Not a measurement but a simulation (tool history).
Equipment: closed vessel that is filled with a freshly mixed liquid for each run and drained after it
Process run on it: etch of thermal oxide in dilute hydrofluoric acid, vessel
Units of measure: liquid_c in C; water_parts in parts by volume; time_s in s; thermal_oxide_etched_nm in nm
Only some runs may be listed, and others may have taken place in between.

run  hour  liquid_c  water_parts  time_s  thermal_oxide_etched_nm
  1     0        22          220     625                   9.2314
  2   3.9        22          170     625                   12.801
  3   8.6        21          185     625                   10.951
  4  15.9        19          185     625                    10.25
  5  21.2        19          150     625                    13.04
  6  21.8        22          150     625                   14.761
  7  23.8        22          150     625                   14.597

What will run 8 give?
  8  25.1        18          240     625                        ?

{"run 8": {"thermal_oxide_etched_nm": 7.1902}}
